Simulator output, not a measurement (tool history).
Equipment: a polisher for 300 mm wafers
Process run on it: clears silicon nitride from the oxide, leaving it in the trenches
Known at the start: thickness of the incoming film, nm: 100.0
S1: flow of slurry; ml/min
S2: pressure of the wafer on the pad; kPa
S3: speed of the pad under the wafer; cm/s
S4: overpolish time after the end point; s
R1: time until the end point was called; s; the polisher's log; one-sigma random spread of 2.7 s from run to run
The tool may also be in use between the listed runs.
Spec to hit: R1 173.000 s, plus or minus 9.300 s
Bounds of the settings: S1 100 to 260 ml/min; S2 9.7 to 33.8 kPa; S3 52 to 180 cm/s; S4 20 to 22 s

Run 1, hour 0.0: S1 165 ml/min, S2 21.4 kPa, S3 116 cm/s, S4 20 s. Result: R1 74.261 s.
Run 2, hour 8.3: S1 165 ml/min, S2 21.4 kPa, S3 94 cm/s, S4 20 s. Result: R1 87.439 s.
Run 3, hour 10.4: S1 130 ml/min, S2 21.4 kPa, S3 94 cm/s, S4 20 s. Result: R1 92.577 s.
Run 4, hour 14.9: S1 130 ml/min, S2 19.3 kPa, S3 92 cm/s, S4 20 s. Result: R1 101.520 s.
Run 5, hour 17.7: S1 165 ml/min, S2 19.3 kPa, S3 92 cm/s, S4 20 s. Result: R1 96.158 s.
Run 6, hour 18.3: S1 160 ml/min, S2 17.2 kPa, S3 88 cm/s, S4 20 s. Result: R1 106.980 s.
Run 7, hour 19.9: S1 155 ml/min, S2 15.9 kPa, S3 84 cm/s, S4 20 s. Result: R1 121.510 s.
Run 8, hour 27.0: S1 150 ml/min, S2 14.5 kPa, S3 82 cm/s, S4 20 s. Result: R1 132.760 s.
Run 9, hour 31.8: S1 145 ml/min, S2 13.8 kPa, S3 82 cm/s, S4 20 s. Result: R1 141.550 s.
Run 10, hour 35.6: S1 140 ml/min, S2 13.1 kPa, S3 82 cm/s, S4 20 s. Result: R1 148.710 s.
Run 11, hour 37.5: S1 135 ml/min, S2 12.4 kPa, S3 82 cm/s, S4 20 s. Result: R1 157.050 s.
Run 12, hour 43.7: S1 130 ml/min, S2 12.4 kPa, S3 82 cm/s, S4 20 s. Result: R1 159.090 s.
Run 13, hour 51.0: S1 125 ml/min, S2 12.4 kPa, S3 82 cm/s, S4 20 s. Result: R1 160.560 s.
Run 14, hour 56.9: S1 120 ml/min, S2 12.4 kPa, S3 82 cm/s, S4 20 s. Result: R1 163.890 s.

Of the 4 settings listed for the next run, only one would bring every result within its allowed miss of target. Which one?
Run A, hour 62.8: S1 115 ml/min, S2 11.0 kPa, S3 84 cm/s, S4 22 s. Result: R1 ?.
Run B, hour 62.8: S1 140 ml/min, S2 11.0 kPa, S3 92 cm/s, S4 20 s. Result: R1 ?.
Run C, hour 62.8: S1 115 ml/min, S2 12.4 kPa, S3 88 cm/s, S4 20 s. Result: R1 ?.
Run D, hour 62.8: S1 150 ml/min, S2 13.1 kPa, S3 78 cm/s, S4 22 s. Result: R1 ?.

move       R1
   A  179.930
   B  161.620
   C  158.460
   D  154.250
A: all results in spec
B: misses by more than the last run did
C: misses by more than the last run did
D: misses by more than the last run did
A is the move that brings every result within its allowed miss.
